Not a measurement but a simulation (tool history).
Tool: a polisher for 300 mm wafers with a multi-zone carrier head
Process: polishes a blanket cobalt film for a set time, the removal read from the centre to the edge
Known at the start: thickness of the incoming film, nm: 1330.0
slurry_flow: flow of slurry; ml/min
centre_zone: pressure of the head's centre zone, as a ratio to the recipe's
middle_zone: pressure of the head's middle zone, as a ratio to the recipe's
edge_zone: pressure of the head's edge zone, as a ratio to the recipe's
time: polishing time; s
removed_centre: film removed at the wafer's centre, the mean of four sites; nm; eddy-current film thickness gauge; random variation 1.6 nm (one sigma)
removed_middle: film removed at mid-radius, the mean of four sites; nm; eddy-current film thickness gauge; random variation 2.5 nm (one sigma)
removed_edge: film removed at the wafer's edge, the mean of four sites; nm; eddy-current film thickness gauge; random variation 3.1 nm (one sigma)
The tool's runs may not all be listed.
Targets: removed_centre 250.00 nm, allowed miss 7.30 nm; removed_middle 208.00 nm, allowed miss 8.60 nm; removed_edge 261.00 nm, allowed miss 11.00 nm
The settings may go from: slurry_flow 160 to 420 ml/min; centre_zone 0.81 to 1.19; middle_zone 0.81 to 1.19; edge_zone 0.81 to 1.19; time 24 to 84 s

{"run": 1, "hour": 0.0, "slurry_flow": 270, "centre_zone": 1.0, "middle_zone": 1.0, "edge_zone": 1.0, "time": 54, "removed_centre": 189.19, "removed_middle": 175.85, "removed_edge": 182.13}
{"run": 2, "hour": 8.3, "slurry_flow": 270, "centre_zone": 1.0, "middle_zone": 1.0, "edge_zone": 0.94, "time": 54, "removed_centre": 187.53, "removed_middle": 177.23, "removed_edge": 178.98}
{"run": 3, "hour": 15.1, "slurry_flow": 265, "centre_zone": 1.0, "middle_zone": 0.98, "edge_zone": 0.96, "time": 56, "removed_centre": 196.57, "removed_middle": 181.77, "removed_edge": 183.64}
{"run": 4, "hour": 16.8, "slurry_flow": 285, "centre_zone": 0.99, "middle_zone": 0.96, "edge_zone": 0.99, "time": 58, "removed_centre": 202.16, "removed_middle": 185.74, "removed_edge": 195.95}
{"run": 5, "hour": 19.5, "slurry_flow": 285, "centre_zone": 0.99, "middle_zone": 0.96, "edge_zone": 0.99, "time": 71, "removed_centre": 249.26, "removed_middle": 225.66, "removed_edge": 236.32}
{"run": 6, "hour": 24.8, "slurry_flow": 285, "centre_zone": 0.99, "middle_zone": 0.94, "edge_zone": 1.01, "time": 71, "removed_centre": 248.87, "removed_middle": 222.02, "removed_edge": 236.25}
{"run": 7, "hour": 31.9, "slurry_flow": 285, "centre_zone": 0.98, "middle_zone": 0.92, "edge_zone": 1.03, "time": 71, "removed_centre": 248.54, "removed_middle": 217.59, "removed_edge": 241.87}
{"run": 8, "hour": 35.3, "slurry_flow": 285, "centre_zone": 0.98, "middle_zone": 0.91, "edge_zone": 1.04, "time": 71, "removed_centre": 246.64, "removed_middle": 221.24, "removed_edge": 242.42}
{"run": 9, "hour": 42.0, "slurry_flow": 285, "centre_zone": 0.98, "middle_zone": 0.91, "edge_zone": 1.04, "time": 71, "removed_centre": 246.2, "removed_middle": 212.45, "removed_edge": 240.14}
{"run": 10, "hour": 43.5, "slurry_flow": 285, "centre_zone": 0.98, "middle_zone": 0.91, "edge_zone": 1.05, "time": 71, "removed_centre": 247.91, "removed_middle": 221.51, "removed_edge": 246.55}
{"run": 11, "hour": 50.8, "slurry_flow": 285, "centre_zone": 0.98, "middle_zone": 0.9, "edge_zone": 1.06, "time": 71, "removed_centre": 249.71, "removed_middle": 214.95, "removed_edge": 241.75}
{"run": 12, "hour": 53.9, "slurry_flow": 285, "centre_zone": 0.97, "middle_zone": 0.89, "edge_zone": 1.07, "time": 71, "removed_centre": 242.41, "removed_middle": 210.2, "removed_edge": 250.83}

5 next moves are on the table. One of them brings every result within its allowed miss. Which?
{"run": "A", "hour": 57.0, "slurry_flow": 280, "centre_zone": 1.01, "middle_zone": 0.98, "edge_zone": 1.08, "time": 68, "removed_centre": "?", "removed_middle": "?", "removed_edge": "?"}
{"run": "B", "hour": 57.0, "slurry_flow": 315, "centre_zone": 0.88, "middle_zone": 0.85, "edge_zone": 1.04, "time": 76, "removed_centre": "?", "removed_middle": "?", "removed_edge": "?"}
{"run": "C", "hour": 57.0, "slurry_flow": 300, "centre_zone": 1.0, "middle_zone": 0.87, "edge_zone": 1.19, "time": 71, "removed_centre": "?", "removed_middle": "?", "removed_edge": "?"}
{"run": "D", "hour": 57.0, "slurry_flow": 250, "centre_zone": 1.01, "middle_zone": 0.88, "edge_zone": 1.07, "time": 69, "removed_centre": "?", "removed_middle": "?", "removed_edge": "?"}
{"run": "E", "hour": 57.0, "slurry_flow": 250, "centre_zone": 0.82, "middle_zone": 0.82, "edge_zone": 1.19, "time": 75, "removed_centre": "?", "removed_middle": "?", "removed_edge": "?"}

move=A removed_centre=242.89 removed_middle=220.13 removed_edge=237.70
move=B removed_centre=242.03 removed_middle=221.48 removed_edge=263.70
move=C removed_centre=253.17 removed_middle=209.69 removed_edge=262.75
move=D removed_centre=242.55 removed_middle=201.39 removed_edge=237.90
move=E removed_centre=217.37 removed_middle=206.72 removed_edge=273.27
A: brings the result that was furthest off to its target, and leaves another outside
B: further off than the last run
C: meets every target
D: further off than the last run
E: further off than the last run
Answer: C
